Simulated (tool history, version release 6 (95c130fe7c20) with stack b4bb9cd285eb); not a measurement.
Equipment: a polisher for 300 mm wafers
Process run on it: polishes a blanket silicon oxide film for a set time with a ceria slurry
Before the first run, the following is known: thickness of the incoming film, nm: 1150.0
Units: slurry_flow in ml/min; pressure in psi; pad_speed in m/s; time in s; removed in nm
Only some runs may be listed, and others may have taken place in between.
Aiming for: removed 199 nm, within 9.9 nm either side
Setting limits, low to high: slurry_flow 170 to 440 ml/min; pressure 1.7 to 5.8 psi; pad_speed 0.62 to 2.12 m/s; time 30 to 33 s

run,hour,slurry_flow,pressure,pad_speed,time,removed
1,0,280,3.7,1.36,33,262
2,1.4,325,3.7,1.36,33,269.39
3,3.1,325,3.7,1.52,33,295.15
4,10.6,325,3.7,1.52,33,296.62
5,19.6,360,3.7,1.52,33,297.29
6,25.9,360,3.2,1.5,33,254.25
7,34,360,2.9,1.5,33,236.8
8,38.7,360,2.2,1.48,33,177.77
9,47.7,360,2.3,1.48,33,185.65

Consider the 4 candidate settings below. Which is the only one whose results all fall within their allowed miss of target?
A,56.7,355,2.3,1.6,33,?
B,56.7,330,2.4,1.34,33,?
C,56.7,340,2.2,1.48,33,?
D,56.7,330,2,1.7,33,?

move,removed
A,199.23
B,173.61
C,176.42
D,184.02
A: each result inside its tolerance
B: the biggest miss grows against the last run
C: the biggest miss grows against the last run
D: the biggest miss grows against the last run
Answer: A

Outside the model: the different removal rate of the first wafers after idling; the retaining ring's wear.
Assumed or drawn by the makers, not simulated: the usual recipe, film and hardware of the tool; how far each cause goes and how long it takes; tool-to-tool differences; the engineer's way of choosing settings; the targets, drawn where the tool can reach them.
